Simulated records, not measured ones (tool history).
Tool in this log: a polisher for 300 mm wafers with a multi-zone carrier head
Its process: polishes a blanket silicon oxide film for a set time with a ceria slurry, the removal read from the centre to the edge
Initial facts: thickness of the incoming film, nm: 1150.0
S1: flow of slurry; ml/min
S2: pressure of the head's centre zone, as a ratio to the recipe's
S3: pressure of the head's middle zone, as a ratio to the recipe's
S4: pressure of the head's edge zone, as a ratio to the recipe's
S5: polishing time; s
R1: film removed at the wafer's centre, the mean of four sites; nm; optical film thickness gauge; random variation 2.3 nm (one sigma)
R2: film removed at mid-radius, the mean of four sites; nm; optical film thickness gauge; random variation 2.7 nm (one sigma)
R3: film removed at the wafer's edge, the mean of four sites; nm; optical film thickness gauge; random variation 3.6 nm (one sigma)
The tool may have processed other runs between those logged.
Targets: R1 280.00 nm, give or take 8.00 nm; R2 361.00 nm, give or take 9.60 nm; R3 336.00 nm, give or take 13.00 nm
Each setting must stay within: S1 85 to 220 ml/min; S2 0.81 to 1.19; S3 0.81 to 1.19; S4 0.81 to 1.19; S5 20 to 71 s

run,hour,S1,S2,S3,S4,S5,R1,R2,R3
1,0.0,140,1.00,1.00,1.00,45,297.75,300.83,300.21
2,2.4,175,1.00,1.00,1.00,45,307.30,319.10,302.96
3,8.9,180,0.96,1.02,1.04,45,302.76,324.65,310.40
4,17.4,180,0.92,1.05,1.07,45,288.41,330.03,314.31
5,23.7,185,0.90,1.07,1.09,45,289.14,342.26,321.90
6,27.1,185,0.90,1.07,1.04,45,283.74,336.03,309.91
7,32.1,190,0.88,1.09,1.08,45,279.30,344.95,320.30
8,35.6,195,0.87,1.10,1.10,45,278.45,350.05,323.44
9,38.2,195,0.87,1.10,1.10,45,275.07,348.78,320.87
10,42.0,200,0.87,1.10,1.12,45,280.46,353.31,329.99
11,49.0,200,0.87,1.10,1.13,45,276.52,353.19,328.34

Which one of the following 4 next-run settings gets every result inside its allowed miss? There is exactly one.
A,56.0,170,0.86,1.12,1.13,47,?,?,?
B,56.0,185,0.90,1.11,1.18,44,?,?,?
C,56.0,200,0.91,1.08,1.13,43,?,?,?
D,56.0,185,0.83,1.15,1.10,45,?,?,?

move,R1,R2,R3
A,282.12,363.92,338.43
B,280.99,342.86,327.47
C,281.41,331.29,315.86
D,264.91,361.67,322.86
A: all results in spec
B: its largest miss is bigger than the last run's
C: its largest miss is bigger than the last run's
D: the furthest-off result lands on target, but another misses its tolerance
A meets every target.

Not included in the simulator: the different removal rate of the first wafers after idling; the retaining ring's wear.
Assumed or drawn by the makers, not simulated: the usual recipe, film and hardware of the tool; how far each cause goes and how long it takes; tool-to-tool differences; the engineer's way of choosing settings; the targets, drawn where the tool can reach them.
